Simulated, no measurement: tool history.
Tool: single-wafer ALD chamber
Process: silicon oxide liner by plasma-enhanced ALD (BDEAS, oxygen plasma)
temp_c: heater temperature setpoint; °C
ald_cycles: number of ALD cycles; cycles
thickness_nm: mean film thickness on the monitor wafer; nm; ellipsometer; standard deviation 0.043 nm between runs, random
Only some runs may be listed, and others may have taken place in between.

run  hour  temp_c  ald_cycles  thickness_nm
  1   0.0     315          73        6.6436
  2   6.5     315          75        6.8450
  3  13.2     311          75        6.8111
  4  14.3     311          76        6.8627
  5  15.1     311          77        7.0533
  6  23.3     311          78        7.1024

Run 7 has not been measured yet. What should we expect?
     29.6  -- thermocouple changed; heater temperature recalibrated
  7  29.6     311          79             ?

thickness_nm: 7.1267 nm

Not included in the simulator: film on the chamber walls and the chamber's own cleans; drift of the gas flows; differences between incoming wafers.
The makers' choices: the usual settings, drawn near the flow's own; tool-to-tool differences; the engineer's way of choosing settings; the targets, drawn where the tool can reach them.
